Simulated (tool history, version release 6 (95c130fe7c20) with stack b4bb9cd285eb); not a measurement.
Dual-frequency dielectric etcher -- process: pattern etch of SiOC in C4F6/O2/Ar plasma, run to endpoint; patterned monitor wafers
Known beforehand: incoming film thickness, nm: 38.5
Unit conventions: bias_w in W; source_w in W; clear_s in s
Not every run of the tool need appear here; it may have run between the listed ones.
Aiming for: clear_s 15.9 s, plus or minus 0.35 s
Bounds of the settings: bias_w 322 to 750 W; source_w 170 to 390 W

| run | day | bias_w | source_w | clear_s |
|---|---|---|---|---|
| 1 | 0 | 536 | 280 | 13.243 |
| 2 | 0.175 | 536 | 320 | 12.64 |
| 3 | 0.3 | 492 | 300 | 13.419 |
| 4 | 0.4 | 492 | 320 | 13.149 |
| 5 | 0.758 | 456 | 310 | 13.621 |
| 6 | 0.929 | 427 | 300 | 13.915 |
| 7 | 1.258 | 404 | 290 | 14.417 |
|  | 1.367 | source power generator calibrated |
| 8 | 1.367 | 386 | 280 | 14.825 |
| 9 | 1.442 | 373 | 280 | 15.145 |
| 10 | 1.708 | 363 | 280 | 15.14 |
| 11 | 1.892 | 354 | 280 | 15.168 |
| 12 | 2.1 | 354 | 280 | 15.412 |
| 13 | 2.229 | 348 | 280 | 15.26 |
| 14 | 2.371 | 342 | 280 | 15.306 |

Which one of the following 5 next-run settings gets every result inside its allowed miss? There is exactly one.
| A | 2.512 | 345 | 200 | ? |
| B | 2.512 | 360 | 330 | ? |
| C | 2.512 | 322 | 220 | ? |
| D | 2.512 | 322 | 270 | ? |
| E | 2.512 | 360 | 290 | ? |

| move | clear_s |
|---|---|
| A | 17.062 |
| B | 14.278 |
| C | 16.841 |
| D | 15.733 |
| E | 14.919 |
A: pushes the last run's worst result past its target
B: further off than the last run
C: pushes the last run's worst result past its target
D: every result lands within tolerance
E: further off than the last run
So the answer is move D, the one that meets all the targets.
